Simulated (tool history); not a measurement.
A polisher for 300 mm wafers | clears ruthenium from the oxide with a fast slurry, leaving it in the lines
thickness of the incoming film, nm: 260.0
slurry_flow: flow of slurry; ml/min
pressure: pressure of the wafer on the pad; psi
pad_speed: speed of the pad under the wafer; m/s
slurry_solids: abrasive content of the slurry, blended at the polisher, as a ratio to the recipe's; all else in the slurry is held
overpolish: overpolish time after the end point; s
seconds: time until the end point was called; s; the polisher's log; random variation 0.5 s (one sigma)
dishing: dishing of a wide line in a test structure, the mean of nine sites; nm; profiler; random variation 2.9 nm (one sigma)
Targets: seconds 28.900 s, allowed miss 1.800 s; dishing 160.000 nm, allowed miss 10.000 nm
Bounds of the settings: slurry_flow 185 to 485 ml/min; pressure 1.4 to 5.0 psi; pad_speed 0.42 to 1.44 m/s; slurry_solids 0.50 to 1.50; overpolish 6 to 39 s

Run 1, hour 0.0: slurry_flow 310 ml/min, pressure 3.2 psi, pad_speed 0.92 m/s, slurry_solids 1.00, overpolish 20 s. Result: seconds 41.649 s, dishing 77.849 nm.
Run 2, hour 1.9: slurry_flow 310 ml/min, pressure 3.2 psi, pad_speed 0.92 m/s, slurry_solids 1.10, overpolish 20 s. Result: seconds 40.879 s, dishing 81.924 nm.
Run 3, hour 2.5: slurry_flow 310 ml/min, pressure 3.2 psi, pad_speed 0.92 m/s, slurry_solids 1.10, overpolish 24 s. Result: seconds 39.099 s, dishing 93.937 nm.
Run 4, hour 3.6: slurry_flow 310 ml/min, pressure 3.2 psi, pad_speed 0.92 m/s, slurry_solids 1.00, overpolish 24 s. Result: seconds 41.738 s, dishing 91.890 nm.
Run 5, hour 5.0: slurry_flow 310 ml/min, pressure 3.3 psi, pad_speed 0.92 m/s, slurry_solids 1.00, overpolish 25 s. Result: seconds 41.998 s, dishing 95.464 nm.
Run 6, hour 6.8: slurry_flow 310 ml/min, pressure 3.4 psi, pad_speed 0.92 m/s, slurry_solids 1.00, overpolish 25 s. Result: seconds 40.771 s, dishing 102.570 nm.
Run 7, hour 12.5: slurry_flow 310 ml/min, pressure 3.4 psi, pad_speed 0.92 m/s, slurry_solids 1.00, overpolish 25 s. Result: seconds 40.458 s, dishing 100.690 nm.
Run 8, hour 19.3: slurry_flow 310 ml/min, pressure 3.5 psi, pad_speed 0.92 m/s, slurry_solids 1.00, overpolish 25 s. Result: seconds 39.172 s, dishing 100.870 nm.
Run 9, hour 22.9: slurry_flow 310 ml/min, pressure 3.6 psi, pad_speed 0.92 m/s, slurry_solids 1.00, overpolish 26 s. Result: seconds 36.908 s, dishing 103.630 nm.
Run 10, hour 26.2: slurry_flow 310 ml/min, pressure 3.6 psi, pad_speed 0.94 m/s, slurry_solids 1.00, overpolish 27 s. Result: seconds 38.431 s, dishing 110.730 nm.
Run 11, hour 34.7: slurry_flow 310 ml/min, pressure 3.7 psi, pad_speed 0.94 m/s, slurry_solids 1.00, overpolish 27 s. Result: seconds 36.386 s, dishing 111.080 nm.
Run 12, hour 43.6: slurry_flow 310 ml/min, pressure 3.8 psi, pad_speed 0.94 m/s, slurry_solids 1.00, overpolish 28 s. Result: seconds 37.047 s, dishing 118.410 nm.
Run 13, hour 47.4: slurry_flow 310 ml/min, pressure 3.8 psi, pad_speed 0.94 m/s, slurry_solids 1.00, overpolish 28 s. Result: seconds 36.191 s, dishing 115.750 nm.
Run 14, hour 50.8: slurry_flow 310 ml/min, pressure 3.9 psi, pad_speed 0.94 m/s, slurry_solids 1.00, overpolish 29 s. Result: seconds 34.463 s, dishing 124.260 nm.
Run 15, hour 57.7: slurry_flow 310 ml/min, pressure 4.0 psi, pad_speed 0.94 m/s, slurry_solids 1.00, overpolish 29 s. Result: seconds 33.662 s, dishing 122.810 nm.
Run 16, hour 58.5: slurry_flow 310 ml/min, pressure 4.2 psi, pad_speed 1.00 m/s, slurry_solids 0.95, overpolish 32 s. Result: seconds 32.627 s, dishing 137.450 nm.
Run 17, hour 59.6: slurry_flow 310 ml/min, pressure 4.2 psi, pad_speed 1.00 m/s, slurry_solids 0.95, overpolish 32 s. Result: seconds 33.590 s, dishing 135.620 nm.
Run 18, hour 63.0: slurry_flow 310 ml/min, pressure 4.5 psi, pad_speed 1.02 m/s, slurry_solids 0.95, overpolish 34 s. Result: seconds 30.139 s, dishing 149.450 nm.

4 next moves are on the table. One of them brings every result within its allowed miss. Which?
Run A, hour 66.4: slurry_flow 325 ml/min, pressure 4.5 psi, pad_speed 1.14 m/s, slurry_solids 1.05, overpolish 33 s. Result: seconds ?, dishing ?.
Run B, hour 66.4: slurry_flow 315 ml/min, pressure 4.8 psi, pad_speed 1.12 m/s, slurry_solids 1.05, overpolish 38 s. Result: seconds ?, dishing ?.
Run C, hour 66.4: slurry_flow 325 ml/min, pressure 4.9 psi, pad_speed 1.10 m/s, slurry_solids 1.00, overpolish 33 s. Result: seconds ?, dishing ?.
Run D, hour 66.4: slurry_flow 230 ml/min, pressure 4.8 psi, pad_speed 0.84 m/s, slurry_solids 1.35, overpolish 36 s. Result: seconds ?, dishing ?.

move  seconds  dishing
   A   26.259  163.560
   B   25.300  180.670
   C   25.940  164.740
   D   29.109  162.010
A: brings the result that was furthest off to its target, and leaves another outside
B: takes the result that was furthest off past its target
C: brings the result that was furthest off to its target, and leaves another outside
D: meets every target
Answer: D
